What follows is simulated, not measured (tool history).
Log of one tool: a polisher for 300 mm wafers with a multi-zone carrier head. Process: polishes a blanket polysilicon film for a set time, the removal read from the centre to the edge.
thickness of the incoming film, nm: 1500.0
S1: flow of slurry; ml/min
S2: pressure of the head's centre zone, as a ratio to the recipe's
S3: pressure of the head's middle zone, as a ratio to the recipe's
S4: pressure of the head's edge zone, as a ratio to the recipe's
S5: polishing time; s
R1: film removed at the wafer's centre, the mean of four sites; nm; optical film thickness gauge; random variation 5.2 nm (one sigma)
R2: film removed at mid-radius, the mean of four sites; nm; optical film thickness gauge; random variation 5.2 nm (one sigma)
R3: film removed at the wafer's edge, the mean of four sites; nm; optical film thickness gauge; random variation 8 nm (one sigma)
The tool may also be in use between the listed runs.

run	hour	S1	S2	S3	S4	S5	R1	R2	R3
1	0.0	295	1.00	1.00	1.00	65	441.10	437.32	431.21
2	6.7	355	1.00	1.00	1.00	65	447.61	451.79	438.15
3	13.9	355	1.00	1.00	1.05	65	445.17	442.75	459.97
4	22.0	355	1.00	1.00	1.05	58	400.64	397.75	409.10
5	27.8	360	1.00	1.01	1.07	60	416.41	415.73	431.32
6	36.2	360	0.96	1.01	1.07	60	397.93	418.28	434.75
7	39.3	365	0.96	1.02	1.08	61	399.78	430.86	441.22

Forecast run 8:
8	41.1	365	0.96	1.03	1.09	62	?	?	?

Run 8 gave R1 406.09 nm, R2 438.29 nm, R3 446.54 nm.

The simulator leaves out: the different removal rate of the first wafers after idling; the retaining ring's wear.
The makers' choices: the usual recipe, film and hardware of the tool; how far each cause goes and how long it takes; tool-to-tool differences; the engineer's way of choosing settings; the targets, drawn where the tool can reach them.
